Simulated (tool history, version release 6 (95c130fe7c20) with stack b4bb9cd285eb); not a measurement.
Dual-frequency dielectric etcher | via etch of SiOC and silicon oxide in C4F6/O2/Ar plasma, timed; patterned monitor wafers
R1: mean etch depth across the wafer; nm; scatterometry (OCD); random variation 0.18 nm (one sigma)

run 1 hour=0 | source_power_(kW)=0.25 bias_power_(kW)=0.228 etch_time_(s)=46.5 | R1=44.569
run 2 hour=7.5 | source_power_(kW)=0.24 bias_power_(kW)=0.224 etch_time_(s)=46.5 | R1=43.866
run 3 hour=14.5 | source_power_(kW)=0.26 bias_power_(kW)=0.224 etch_time_(s)=46.5 | R1=44.733
run 4 hour=20.9 | source_power_(kW)=0.26 bias_power_(kW)=0.193 etch_time_(s)=46.5 | R1=42.422
run 5 hour=25.7 | source_power_(kW)=0.25 bias_power_(kW)=0.19 etch_time_(s)=46.5 | R1=42.362
run 6 hour=30.6 | source_power_(kW)=0.29 bias_power_(kW)=0.19 etch_time_(s)=46.5 | R1=43.715
run 7 hour=31.9 | source_power_(kW)=0.28 bias_power_(kW)=0.184 etch_time_(s)=46.5 | R1=42.803
run 8 hour=33.2 | source_power_(kW)=0.27 bias_power_(kW)=0.179 etch_time_(s)=46.5 | R1=42.391

Run 9 comes next. What will it give?
run 9 hour=39 | source_power_(kW)=0.26 bias_power_(kW)=0.174 etch_time_(s)=46.5 | R1=?

{"run 9": {"R1": 41.209}}
